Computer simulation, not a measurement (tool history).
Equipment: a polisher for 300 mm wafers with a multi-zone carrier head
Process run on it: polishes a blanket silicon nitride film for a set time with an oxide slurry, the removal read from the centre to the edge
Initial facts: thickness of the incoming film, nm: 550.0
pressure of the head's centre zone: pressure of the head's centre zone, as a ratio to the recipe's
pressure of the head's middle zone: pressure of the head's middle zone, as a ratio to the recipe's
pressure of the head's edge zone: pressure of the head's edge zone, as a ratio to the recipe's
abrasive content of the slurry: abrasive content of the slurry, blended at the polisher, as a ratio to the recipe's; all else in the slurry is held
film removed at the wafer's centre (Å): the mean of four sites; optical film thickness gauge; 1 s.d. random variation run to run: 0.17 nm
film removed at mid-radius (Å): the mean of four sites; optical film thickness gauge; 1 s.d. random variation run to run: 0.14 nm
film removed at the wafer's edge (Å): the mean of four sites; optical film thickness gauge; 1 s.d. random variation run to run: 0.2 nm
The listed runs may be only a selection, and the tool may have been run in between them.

| run | hour | flow of slurry (ml/min) | pressure of the head's centre zone | pressure of the head's middle zone | pressure of the head's edge zone | abrasive content of the slurry | polishing time (s) | film removed at the wafer's centre (Å) | film removed at mid-radius (Å) | film removed at the wafer's edge (Å) |
|---|---|---|---|---|---|---|---|---|---|---|
| 1 | 0.0 | 250 | 1.00 | 1.00 | 1.00 | 1.00 | 68 | 452.15 | 457.83 | 453.94 |
| 2 | 7.8 | 240 | 0.98 | 0.97 | 0.99 | 0.90 | 64 | 385.00 | 387.19 | 392.17 |
| 3 | 14.3 | 225 | 0.97 | 0.94 | 0.99 | 0.85 | 63 | 356.47 | 352.75 | 367.76 |
| 4 | 18.8 | 215 | 0.96 | 0.92 | 0.99 | 0.80 | 62 | 328.41 | 322.19 | 343.99 |
| 5 | 21.0 | 205 | 0.95 | 0.90 | 0.98 | 0.75 | 62 | 302.61 | 298.50 | 327.42 |
| 6 | 22.0 | 200 | 0.95 | 0.88 | 0.96 | 0.70 | 62 | 283.30 | 275.78 | 300.31 |
| 7 | 25.6 | 190 | 0.95 | 0.87 | 0.96 | 0.65 | 62 | 260.00 | 249.80 | 271.52 |
| 8 | 30.3 | 185 | 0.94 | 0.86 | 0.96 | 0.65 | 62 | 254.58 | 244.39 | 276.38 |
| 9 | 37.5 | 180 | 0.94 | 0.85 | 0.95 | 0.65 | 62 | 256.96 | 240.86 | 276.89 |
| 10 | 41.9 | 175 | 0.93 | 0.84 | 0.93 | 0.65 | 62 | 246.69 | 236.77 | 270.46 |
| 11 | 43.1 | 170 | 0.93 | 0.83 | 0.92 | 0.65 | 62 | 245.01 | 234.69 | 270.69 |
| 12 | 44.9 | 165 | 0.93 | 0.83 | 0.92 | 0.65 | 62 | 245.07 | 232.38 | 263.58 |
| 13 | 51.9 | 155 | 0.92 | 0.82 | 0.93 | 0.65 | 62 | 241.81 | 229.83 | 268.03 |

Run 14 comes next. What will it give?
| 14 | 57.2 | 150 | 0.92 | 0.81 | 0.92 | 0.60 | 62 | ? | ? | ? |

Logged for run 14: film removed at the wafer's centre (Å) 214.17, film removed at mid-radius (Å) 203.86, film removed at the wafer's edge (Å) 239.79.
